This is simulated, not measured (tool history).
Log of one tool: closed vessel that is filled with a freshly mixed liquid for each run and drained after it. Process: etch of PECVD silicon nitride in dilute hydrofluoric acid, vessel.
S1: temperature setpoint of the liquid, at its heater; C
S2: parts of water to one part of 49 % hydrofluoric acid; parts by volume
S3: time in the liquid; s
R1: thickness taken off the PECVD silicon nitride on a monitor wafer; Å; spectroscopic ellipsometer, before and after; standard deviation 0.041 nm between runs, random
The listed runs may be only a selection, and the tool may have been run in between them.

run	day	S1	S2	S3	R1
1	0	26	70	95	76.134
2	0.275	26	70	100	79.445
3	0.392	26	50	100	110.71
4	0.496	24	50	100	97.678
5	0.667	24	50	95	92.308
6	0.95	22.5	50	95	84.183
7	1.158	21.5	50	95	78.72
8	1.404	21	50	95	75.91
9	1.704	20.5	50	95	73.747

Run 10 comes next. What will it give?
10	1.779	20	50	95	?

Run 10 yielded R1 70.768 Å.
